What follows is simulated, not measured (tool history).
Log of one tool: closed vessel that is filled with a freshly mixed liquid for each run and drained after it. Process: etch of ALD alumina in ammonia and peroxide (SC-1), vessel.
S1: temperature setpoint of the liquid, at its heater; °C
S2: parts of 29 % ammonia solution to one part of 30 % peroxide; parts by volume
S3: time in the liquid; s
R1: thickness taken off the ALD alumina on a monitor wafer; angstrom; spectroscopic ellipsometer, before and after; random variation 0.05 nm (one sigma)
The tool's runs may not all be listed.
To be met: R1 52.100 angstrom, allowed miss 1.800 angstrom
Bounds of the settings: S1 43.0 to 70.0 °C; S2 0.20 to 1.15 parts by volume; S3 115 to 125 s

run	hour	S1	S2	S3	R1
1	0.0	59.0	0.65	115	88.919
2	6.0	59.0	0.55	115	85.950
3	10.8	59.0	0.55	115	86.569
4	12.2	63.5	0.55	115	108.330
5	15.0	62.0	0.55	115	101.460
6	20.7	60.5	0.55	115	93.178
7	21.9	59.0	0.55	115	84.850
8	24.4	59.0	0.55	115	85.655
9	30.9	58.0	0.55	115	81.913

Which of these 5 next moves meets every target?
A	37.4	67.0	0.85	125	?
B	37.4	48.5	0.65	120	?
C	37.4	48.0	0.55	115	?
D	37.4	60.5	0.60	125	?
E	37.4	46.0	0.55	115	?

move	R1
A	147.130
B	52.472
C	48.136
D	102.850
E	43.023
A: further off than the last run
B: meets every target
C: takes the result that was furthest off past its target
D: further off than the last run
E: takes the result that was furthest off past its target
Move B is the one to make.

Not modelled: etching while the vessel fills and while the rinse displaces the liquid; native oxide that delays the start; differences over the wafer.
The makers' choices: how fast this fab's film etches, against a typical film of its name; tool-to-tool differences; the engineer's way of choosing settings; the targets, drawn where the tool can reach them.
